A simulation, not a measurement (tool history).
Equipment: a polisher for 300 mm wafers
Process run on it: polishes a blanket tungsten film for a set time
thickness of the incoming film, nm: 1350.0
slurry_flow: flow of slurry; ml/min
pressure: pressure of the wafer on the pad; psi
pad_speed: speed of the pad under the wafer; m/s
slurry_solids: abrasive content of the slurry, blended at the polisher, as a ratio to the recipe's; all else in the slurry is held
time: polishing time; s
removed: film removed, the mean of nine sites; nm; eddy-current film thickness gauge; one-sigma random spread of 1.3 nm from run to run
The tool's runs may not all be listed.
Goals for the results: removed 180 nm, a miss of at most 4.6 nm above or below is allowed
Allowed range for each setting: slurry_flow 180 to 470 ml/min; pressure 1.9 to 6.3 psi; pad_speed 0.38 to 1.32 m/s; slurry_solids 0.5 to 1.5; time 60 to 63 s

Run 1, hour 0: slurry_flow 300 ml/min, pressure 4.1 psi, pad_speed 0.84 m/s, slurry_solids 1, time 60 s. Result: removed 238.84 nm.
Run 2, hour 0.6: slurry_flow 260 ml/min, pressure 4.1 psi, pad_speed 0.84 m/s, slurry_solids 1, time 60 s. Result: removed 238.24 nm.
Run 3, hour 5.8: slurry_flow 260 ml/min, pressure 3.8 psi, pad_speed 0.84 m/s, slurry_solids 1, time 60 s. Result: removed 217.86 nm.
Run 4, hour 13.7: slurry_flow 260 ml/min, pressure 3.8 psi, pad_speed 1.04 m/s, slurry_solids 1, time 60 s. Result: removed 266.2 nm.
Run 5, hour 18.1: slurry_flow 260 ml/min, pressure 3.8 psi, pad_speed 1.04 m/s, slurry_solids 1.15, time 60 s. Result: removed 277.76 nm.
Run 6, hour 26.5: slurry_flow 260 ml/min, pressure 3.8 psi, pad_speed 1.04 m/s, slurry_solids 1.15, time 60 s. Result: removed 277.17 nm.
Run 7, hour 30.2: slurry_flow 260 ml/min, pressure 3.3 psi, pad_speed 1.04 m/s, slurry_solids 1.15, time 60 s. Result: removed 241.23 nm.
At hour 31: head pressure recalibrated.
Run 8, hour 31: slurry_flow 260 ml/min, pressure 3 psi, pad_speed 1.04 m/s, slurry_solids 1.15, time 60 s. Result: removed 243.92 nm.
Run 9, hour 35.6: slurry_flow 250 ml/min, pressure 2.7 psi, pad_speed 1 m/s, slurry_solids 1.15, time 60 s. Result: removed 211.33 nm.
Run 10, hour 38.6: slurry_flow 245 ml/min, pressure 2.5 psi, pad_speed 1 m/s, slurry_solids 1.15, time 60 s. Result: removed 194.92 nm.
Run 11, hour 40.9: slurry_flow 230 ml/min, pressure 2.4 psi, pad_speed 1 m/s, slurry_solids 1.15, time 60 s. Result: removed 188.35 nm.
Run 12, hour 44.9: slurry_flow 220 ml/min, pressure 2.2 psi, pad_speed 1 m/s, slurry_solids 1.15, time 60 s. Result: removed 172.37 nm.

Which one of the following 5 next-run settings gets every result inside its allowed miss? There is exactly one.
Run A, hour 48.9: slurry_flow 215 ml/min, pressure 2.5 psi, pad_speed 0.9 m/s, slurry_solids 1, time 63 s. Result: removed ?.
Run B, hour 48.9: slurry_flow 195 ml/min, pressure 1.9 psi, pad_speed 1.14 m/s, slurry_solids 1.15, time 60 s. Result: removed ?.
Run C, hour 48.9: slurry_flow 210 ml/min, pressure 2.3 psi, pad_speed 0.9 m/s, slurry_solids 1.2, time 60 s. Result: removed ?.
Run D, hour 48.9: slurry_flow 265 ml/min, pressure 2.1 psi, pad_speed 0.92 m/s, slurry_solids 1.15, time 63 s. Result: removed ?.
Run E, hour 48.9: slurry_flow 320 ml/min, pressure 2 psi, pad_speed 1.04 m/s, slurry_solids 0.8, time 63 s. Result: removed ?.

move  removed
   A   177.58
   B   166.79
   C   161.17
   D   160.98
   E    165.1
A: every result within its allowed miss
B: misses by more than the last run did
C: misses by more than the last run did
D: misses by more than the last run did
E: misses by more than the last run did
Go with A: it meets all targets.
